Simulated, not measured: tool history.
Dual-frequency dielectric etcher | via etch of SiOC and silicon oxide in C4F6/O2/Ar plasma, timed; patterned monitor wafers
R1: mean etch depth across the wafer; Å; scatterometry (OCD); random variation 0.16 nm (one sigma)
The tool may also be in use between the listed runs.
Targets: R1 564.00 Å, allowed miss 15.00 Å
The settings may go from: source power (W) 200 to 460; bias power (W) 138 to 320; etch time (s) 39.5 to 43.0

run 1 hour=0.0 | source_power_(W)=330 bias_power_(W)=229 etch_time_(s)=43.0 | R1=474.62
run 2 hour=2.1 | source_power_(W)=330 bias_power_(W)=229 etch_time_(s)=39.5 | R1=433.79
run 3 hour=2.7 | source_power_(W)=350 bias_power_(W)=243 etch_time_(s)=40.0 | R1=461.11
run 4 hour=6.6 | source_power_(W)=350 bias_power_(W)=208 etch_time_(s)=40.0 | R1=433.24
run 5 hour=15.5 | source_power_(W)=320 bias_power_(W)=208 etch_time_(s)=40.0 | R1=415.98
run 6 hour=19.2 | source_power_(W)=320 bias_power_(W)=227 etch_time_(s)=40.0 | R1=433.27
run 7 hour=24.9 | source_power_(W)=340 bias_power_(W)=238 etch_time_(s)=40.5 | R1=456.98
run 8 hour=33.4 | source_power_(W)=360 bias_power_(W)=248 etch_time_(s)=41.0 | R1=482.87
run 9 hour=39.1 | source_power_(W)=370 bias_power_(W)=254 etch_time_(s)=41.0 | R1=495.00
run 10 hour=41.4 | source_power_(W)=380 bias_power_(W)=258 etch_time_(s)=41.0 | R1=506.78
run 11 hour=47.0 | source_power_(W)=390 bias_power_(W)=260 etch_time_(s)=41.0 | R1=513.25
run 12 hour=55.5 | source_power_(W)=400 bias_power_(W)=262 etch_time_(s)=41.0 | R1=517.49

5 next moves are on the table. One of them brings every result within its allowed miss. Which?
run A hour=64.0 | source_power_(W)=360 bias_power_(W)=229 etch_time_(s)=42.5 | R1=?
run B hour=64.0 | source_power_(W)=410 bias_power_(W)=271 etch_time_(s)=41.5 | R1=?
run C hour=64.0 | source_power_(W)=400 bias_power_(W)=291 etch_time_(s)=43.0 | R1=?
run D hour=64.0 | source_power_(W)=390 bias_power_(W)=274 etch_time_(s)=41.0 | R1=?
run E hour=64.0 | source_power_(W)=400 bias_power_(W)=230 etch_time_(s)=43.0 | R1=?

move=A R1=486.19
move=B R1=538.05
move=C R1=567.20
move=D R1=522.13
move=E R1=516.91
A: further off than the last run
B: nearer than the last run, and not there yet
C: meets every target
D: nearer than the last run, and not there yet
E: as far off as the last run
Answer: C

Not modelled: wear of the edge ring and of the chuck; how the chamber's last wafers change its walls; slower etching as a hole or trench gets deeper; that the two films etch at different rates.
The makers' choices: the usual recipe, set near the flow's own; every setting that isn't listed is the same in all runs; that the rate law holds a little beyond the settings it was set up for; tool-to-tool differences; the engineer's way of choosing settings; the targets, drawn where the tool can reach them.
